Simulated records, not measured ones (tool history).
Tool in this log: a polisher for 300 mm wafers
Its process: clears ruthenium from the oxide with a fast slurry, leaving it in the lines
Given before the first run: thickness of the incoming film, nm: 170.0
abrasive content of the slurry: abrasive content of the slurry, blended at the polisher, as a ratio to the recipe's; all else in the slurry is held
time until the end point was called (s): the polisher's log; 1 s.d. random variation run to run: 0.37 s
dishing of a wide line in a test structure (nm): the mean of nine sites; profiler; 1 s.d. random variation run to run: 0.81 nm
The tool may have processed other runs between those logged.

run,day,flow of slurry (ml/min),pressure of the wafer on the pad (kPa),speed of the pad under the wafer (m/s),abrasive content of the slurry,overpolish time after the end point (s),time until the end point was called (s),dishing of a wide line in a test structure (nm)
1,0,125,20.7,1,1,11,34.565,46.753
2,0.267,130,22.8,1,1,10,31.984,44.184
3,0.421,130,22.8,0.82,1,10,38.008,39.378
4,0.488,130,22.8,1.02,1,10,31.414,46.561
5,0.575,130,20,1.02,1,10,34.212,41.73
6,0.654,130,20,1.02,1,14,35.265,55.451

Run 7, settings as shown, results not yet in. Your forecast:
7,0.692,135,22.1,1.04,1,12,?,?

time until the end point was called (s): 31.11
dishing of a wide line in a test structure (nm): 54.8

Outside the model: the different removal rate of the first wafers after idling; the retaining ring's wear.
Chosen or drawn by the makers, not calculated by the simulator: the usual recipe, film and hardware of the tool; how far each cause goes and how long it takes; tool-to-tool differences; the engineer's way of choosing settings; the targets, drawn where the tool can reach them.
